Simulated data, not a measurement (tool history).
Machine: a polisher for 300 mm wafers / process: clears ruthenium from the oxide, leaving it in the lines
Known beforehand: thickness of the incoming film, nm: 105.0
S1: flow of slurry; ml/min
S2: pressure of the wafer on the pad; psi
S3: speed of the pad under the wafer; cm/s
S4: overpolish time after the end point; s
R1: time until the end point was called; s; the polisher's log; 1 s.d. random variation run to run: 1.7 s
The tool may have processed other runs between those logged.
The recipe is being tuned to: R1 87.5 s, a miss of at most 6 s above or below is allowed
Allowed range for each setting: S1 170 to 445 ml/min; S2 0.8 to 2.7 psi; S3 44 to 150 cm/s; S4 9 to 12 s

run  hour   S1   S2  S3  S4      R1
  1     0  285  1.7  96  12  123.63
  2     8  285  1.8  96  12  111.72
  3  16.8  285  1.8  80  12  131.59
  4  22.6  285  1.9  80  12  125.77
  5  24.7  285  2.1  80  12  117.55
  6  33.6  230  2.1  80  12  114.23
  7  42.3  230  2.2  82  12  106.29
  8    44  230  2.3  82  12  106.36

Exercise: of the 4 proposed moves below, exactly one satisfies all targets within the stated allowed misses. Which move is it?
  A  45.7  280  2.5   72  12   ?
  B  45.7  170  2.6  114   9   ?
  C  45.7  240  2.3  102  11   ?
  D  45.7  220  2.7   52   9   ?

move      R1
   A  109.87
   B  70.858
   C  86.079
   D  141.93
A: further off than the last run
B: takes the result that was furthest off past its target
C: every result lands within tolerance
D: further off than the last run
So the answer is move C, the one that meets all the targets.
